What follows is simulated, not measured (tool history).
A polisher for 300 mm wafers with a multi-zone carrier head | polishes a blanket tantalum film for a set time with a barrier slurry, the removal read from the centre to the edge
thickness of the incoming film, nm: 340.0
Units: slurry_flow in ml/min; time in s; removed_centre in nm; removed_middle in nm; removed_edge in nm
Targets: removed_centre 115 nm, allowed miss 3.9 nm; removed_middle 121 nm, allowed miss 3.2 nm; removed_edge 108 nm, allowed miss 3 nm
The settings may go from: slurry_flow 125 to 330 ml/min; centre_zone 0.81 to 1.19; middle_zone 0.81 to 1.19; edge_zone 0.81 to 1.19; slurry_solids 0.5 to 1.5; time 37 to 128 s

run,hour,slurry_flow,centre_zone,middle_zone,edge_zone,slurry_solids,time,removed_centre,removed_middle,removed_edge
1,0,210,1,1,1,1,82,102.52,101.24,101.45
2,5.7,240,1,1,1,1,82,102.97,103.25,102.39
3,8.4,240,1,1,1.08,1,82,103.2,101.69,105.02
4,14.3,240,1,1,1.08,1,67,82.944,85.149,86.369
5,19.2,195,1,1,1.08,1,67,81.6,82.293,85.791
6,20.4,200,1.01,1.02,1.09,1.05,68,85.064,86.669,88.361
7,22.4,260,1.11,1.12,1.18,1.3,70,99.966,103.52,100.73
8,24.1,265,1.12,1.13,1.18,1.35,70,100.4,106.67,102.02
9,27.7,270,1.13,1.13,1.17,1.35,70,102.37,106.01,102.03
10,32.1,275,1.14,1.14,1.16,1.35,70,102.77,106.24,100.38
11,34.8,275,1.14,1.15,1.16,1.35,71,103.57,107.9,104.51
12,36.9,270,1.15,1.16,1.15,1.35,72,106.77,111.68,103.1
13,41.6,270,1.17,1.18,1.14,1.45,73,108.94,115.86,106.29
14,50.4,275,1.17,1.18,1.13,1.45,73,110.65,116.88,104.85
15,59.3,280,1.17,1.18,1.13,1.45,73,110.02,116.57,105.36

4 next moves are on the table. One of them brings every result within its allowed miss. Which?
A,68.2,315,1,1.12,1.19,1.35,79,?,?,?
B,68.2,260,0.95,1.08,1.19,1.5,78,?,?,?
C,68.2,275,1.19,1.18,1.11,1.45,76,?,?,?
D,68.2,290,0.96,1.19,1.16,1.5,79,?,?,?

move,removed_centre,removed_middle,removed_edge
A,109.66,119.92,117.33
B,105.49,115.23,116.86
C,116.66,120.92,109.59
D,108.77,128.19,117.61
A: brings the result that was furthest off to its target, and leaves another outside
B: further off than the last run
C: meets every target
D: takes the result that was furthest off past its target
The right move is C.
